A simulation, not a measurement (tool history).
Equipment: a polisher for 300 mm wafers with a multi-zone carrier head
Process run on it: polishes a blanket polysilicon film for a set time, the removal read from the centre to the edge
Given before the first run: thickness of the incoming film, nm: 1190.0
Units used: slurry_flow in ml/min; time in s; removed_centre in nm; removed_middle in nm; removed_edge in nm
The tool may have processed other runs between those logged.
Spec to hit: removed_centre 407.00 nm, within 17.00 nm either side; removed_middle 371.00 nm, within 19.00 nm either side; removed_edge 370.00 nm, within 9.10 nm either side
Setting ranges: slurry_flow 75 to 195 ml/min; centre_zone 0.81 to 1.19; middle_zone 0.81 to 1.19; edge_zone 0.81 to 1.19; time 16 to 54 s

run 1 hour=0.0 | slurry_flow=125 centre_zone=1.00 middle_zone=1.00 edge_zone=1.00 time=35 | removed_centre=431.67 removed_middle=427.33 removed_edge=459.96
run 2 hour=2.0 | slurry_flow=115 centre_zone=1.02 middle_zone=1.00 edge_zone=0.95 time=34 | removed_centre=412.41 removed_middle=388.21 removed_edge=432.25
run 3 hour=3.4 | slurry_flow=115 centre_zone=1.10 middle_zone=1.00 edge_zone=0.95 time=34 | removed_centre=447.23 removed_middle=407.03 removed_edge=430.26
run 4 hour=7.1 | slurry_flow=110 centre_zone=1.11 middle_zone=1.02 edge_zone=0.92 time=33 | removed_centre=428.58 removed_middle=387.12 removed_edge=410.67
run 5 hour=8.1 | slurry_flow=110 centre_zone=1.16 middle_zone=1.02 edge_zone=0.92 time=33 | removed_centre=452.99 removed_middle=388.71 removed_edge=407.49
run 6 hour=8.8 | slurry_flow=105 centre_zone=1.16 middle_zone=1.04 edge_zone=0.89 time=33 | removed_centre=434.93 removed_middle=392.19 removed_edge=396.32
run 7 hour=11.5 | slurry_flow=100 centre_zone=1.17 middle_zone=1.04 edge_zone=0.87 time=33 | removed_centre=441.19 removed_middle=387.78 removed_edge=388.50
run 8 hour=19.5 | slurry_flow=95 centre_zone=1.16 middle_zone=1.04 edge_zone=0.86 time=33 | removed_centre=429.58 removed_middle=388.39 removed_edge=385.13

5 next moves are on the table. One of them brings every result within its allowed miss. Which?
run A hour=27.5 | slurry_flow=95 centre_zone=1.17 middle_zone=1.09 edge_zone=0.81 time=35 | removed_centre=? removed_middle=? removed_edge=?
run B hour=27.5 | slurry_flow=135 centre_zone=1.19 middle_zone=1.16 edge_zone=0.81 time=30 | removed_centre=? removed_middle=? removed_edge=?
run C hour=27.5 | slurry_flow=115 centre_zone=1.19 middle_zone=1.18 edge_zone=0.81 time=32 | removed_centre=? removed_middle=? removed_edge=?
run D hour=27.5 | slurry_flow=115 centre_zone=1.14 middle_zone=1.07 edge_zone=0.90 time=30 | removed_centre=? removed_middle=? removed_edge=?
run E hour=27.5 | slurry_flow=90 centre_zone=1.08 middle_zone=0.95 edge_zone=1.00 time=33 | removed_centre=? removed_middle=? removed_edge=?

move=A removed_centre=459.44 removed_middle=413.48 removed_edge=392.30
move=B removed_centre=442.14 removed_middle=407.40 removed_edge=356.46
move=C removed_centre=452.85 removed_middle=425.49 removed_edge=370.69
move=D removed_centre=406.29 removed_middle=366.78 removed_edge=365.58
move=E removed_centre=392.02 removed_middle=341.64 removed_edge=405.65
A: further off than the last run
B: carries the result that was furthest off beyond its target, to the other side
C: gets the furthest-off result to its target, but another result is out of tolerance
D: all results in spec
E: further off than the last run
The right move is D.
